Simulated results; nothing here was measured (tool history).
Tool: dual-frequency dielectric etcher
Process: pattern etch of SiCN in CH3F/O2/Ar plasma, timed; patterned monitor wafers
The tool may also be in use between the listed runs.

run  hour  source power (W)  bias power (W)  etch time (s)  mean etch depth across the wafer (angstrom)
  1     0               400              60           74.5                                       274.28
  2   2.3               340              60           74.5                                       259.42
  3   8.7               370              61           74.5                                        268.7
  4  13.5               370              61           74.5                                       270.21
  5  15.9               410              61           74.5                                       281.64
  6  21.3               430              61           74.5                                       284.62
  7  27.3               450              61           74.5                                       290.86
  8  30.5               460              61           74.5                                       294.28

The next listed run, before its measurement:
  9    35               460              61           74.5                                            ?

Run 9 gave mean etch depth across the wafer (angstrom) 292.41.
